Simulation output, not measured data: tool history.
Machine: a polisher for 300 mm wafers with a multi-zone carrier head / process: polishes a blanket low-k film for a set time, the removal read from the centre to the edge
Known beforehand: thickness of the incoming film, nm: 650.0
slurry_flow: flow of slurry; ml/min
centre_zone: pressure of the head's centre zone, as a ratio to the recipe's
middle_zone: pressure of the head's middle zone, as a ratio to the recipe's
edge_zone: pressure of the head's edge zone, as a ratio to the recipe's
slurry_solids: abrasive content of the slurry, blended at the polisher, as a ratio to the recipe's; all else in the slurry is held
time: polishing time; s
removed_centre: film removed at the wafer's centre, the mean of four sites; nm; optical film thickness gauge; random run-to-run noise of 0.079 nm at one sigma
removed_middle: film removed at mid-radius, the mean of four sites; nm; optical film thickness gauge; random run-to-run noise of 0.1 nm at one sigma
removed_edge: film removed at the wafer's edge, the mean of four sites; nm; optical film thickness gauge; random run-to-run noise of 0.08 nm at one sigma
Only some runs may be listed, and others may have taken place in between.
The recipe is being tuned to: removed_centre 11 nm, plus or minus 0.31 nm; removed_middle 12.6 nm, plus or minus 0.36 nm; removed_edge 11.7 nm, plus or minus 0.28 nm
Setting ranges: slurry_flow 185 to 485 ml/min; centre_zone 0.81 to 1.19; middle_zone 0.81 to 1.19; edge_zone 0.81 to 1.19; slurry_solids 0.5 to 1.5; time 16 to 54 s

| run | hour | slurry_flow | centre_zone | middle_zone | edge_zone | slurry_solids | time | removed_centre | removed_middle | removed_edge |
|---|---|---|---|---|---|---|---|---|---|---|
| 1 | 0 | 310 | 1 | 1 | 1 | 1 | 35 | 14.47 | 14.602 | 14.523 |
| 2 | 3 | 310 | 1 | 1 | 0.95 | 1 | 35 | 14.404 | 14.489 | 13.92 |
| 3 | 5.3 | 305 | 0.97 | 0.99 | 0.93 | 0.95 | 35 | 13.725 | 14.29 | 13.604 |
| 4 | 5.9 | 305 | 0.97 | 0.9 | 0.93 | 0.95 | 35 | 13.516 | 13.234 | 13.622 |
| 5 | 10.3 | 305 | 0.97 | 0.9 | 0.93 | 0.8 | 35 | 12.804 | 12.566 | 12.752 |
| 6 | 14.6 | 295 | 0.95 | 0.9 | 0.91 | 0.8 | 35 | 12.482 | 12.591 | 12.456 |
| 7 | 17.3 | 285 | 0.93 | 0.9 | 0.9 | 0.8 | 35 | 12.271 | 12.394 | 12.619 |
| 8 | 19.6 | 310 | 0.87 | 1 | 0.84 | 0.65 | 35 | 10.655 | 12.488 | 11.223 |

Exercise: of the 5 proposed moves below, exactly one satisfies all targets within the stated allowed misses. Which move is it?
| A | 21.9 | 275 | 0.85 | 1.09 | 0.95 | 0.5 | 38 | ? | ? | ? |
| B | 21.9 | 260 | 0.87 | 0.96 | 0.83 | 0.7 | 36 | ? | ? | ? |
| C | 21.9 | 310 | 0.88 | 0.9 | 0.84 | 0.6 | 39 | ? | ? | ? |
| D | 21.9 | 350 | 0.9 | 1.08 | 0.81 | 0.65 | 33 | ? | ? | ? |
| E | 21.9 | 225 | 0.85 | 1.07 | 0.87 | 0.55 | 38 | ? | ? | ? |

| move | removed_centre | removed_middle | removed_edge |
|---|---|---|---|
| A | 10.127 | 12.852 | 11.593 |
| B | 11.031 | 12.59 | 11.652 |
| C | 11.672 | 12.611 | 12.179 |
| D | 10.553 | 12.532 | 10.522 |
| E | 10.176 | 12.795 | 11.3 |
A: brings the result that was furthest off to its target, and leaves another outside
B: all results in spec
C: carries the result that was furthest off beyond its target, to the other side
D: further off than the last run
E: further off than the last run
Move B is the one to make.
